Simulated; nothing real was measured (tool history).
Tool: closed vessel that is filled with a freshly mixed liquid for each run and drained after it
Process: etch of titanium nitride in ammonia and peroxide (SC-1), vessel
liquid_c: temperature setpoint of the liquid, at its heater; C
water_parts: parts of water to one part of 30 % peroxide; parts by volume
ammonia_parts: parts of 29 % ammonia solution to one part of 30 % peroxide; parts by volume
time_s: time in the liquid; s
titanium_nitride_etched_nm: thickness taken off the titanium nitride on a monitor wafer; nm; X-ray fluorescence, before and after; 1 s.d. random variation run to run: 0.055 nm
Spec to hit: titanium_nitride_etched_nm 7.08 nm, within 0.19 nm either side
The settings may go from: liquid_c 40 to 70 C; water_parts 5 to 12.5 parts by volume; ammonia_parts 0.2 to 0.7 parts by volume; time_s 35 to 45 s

run,hour,liquid_c,water_parts,ammonia_parts,time_s,titanium_nitride_etched_nm
1,0,56,7,0.4,45,3.3712
2,8,58,7,0.4,45,3.842
3,14.2,55,7,0.4,45,3.1555
4,22.6,57,7,0.4,45,3.5749
5,29.2,59,7,0.4,45,4.1653
6,30,59,9,0.4,45,3.6503
7,38.1,60.5,9,0.4,45,4.0191
8,39,62,9,0.4,45,4.3448
9,44.9,63.5,9,0.4,45,4.7961
10,51.6,64.5,9,0.4,45,5.1738
11,59.7,65.5,9,0.4,45,5.527
12,61.9,66,9,0.4,45,5.8125
13,65.1,66,9,0.4,45,5.7228
14,71.6,66.5,9,0.4,45,5.9375
# hour 79.1: new drum of ammonia solution connected
15,79.1,67,9,0.4,45,6.1798
16,83.1,67.5,9,0.4,45,6.4022
17,84.1,68,9,0.4,45,6.5878

4 candidate next runs follow, results not yet known. Just one meets every target within its allowed miss. Identify it.
A,85.1,62.5,5,0.3,45,?
B,85.1,66.5,8.5,0.45,45,?
C,85.1,68,8.5,0.5,45,?
D,85.1,69.5,12,0.45,45,?

move,titanium_nitride_etched_nm
A,5.8482
B,6.2233
C,6.9626
D,6.2652
A: lands further from the targets than the last run did
B: lands further from the targets than the last run did
C: each result inside its tolerance
D: lands further from the targets than the last run did
Answer: C

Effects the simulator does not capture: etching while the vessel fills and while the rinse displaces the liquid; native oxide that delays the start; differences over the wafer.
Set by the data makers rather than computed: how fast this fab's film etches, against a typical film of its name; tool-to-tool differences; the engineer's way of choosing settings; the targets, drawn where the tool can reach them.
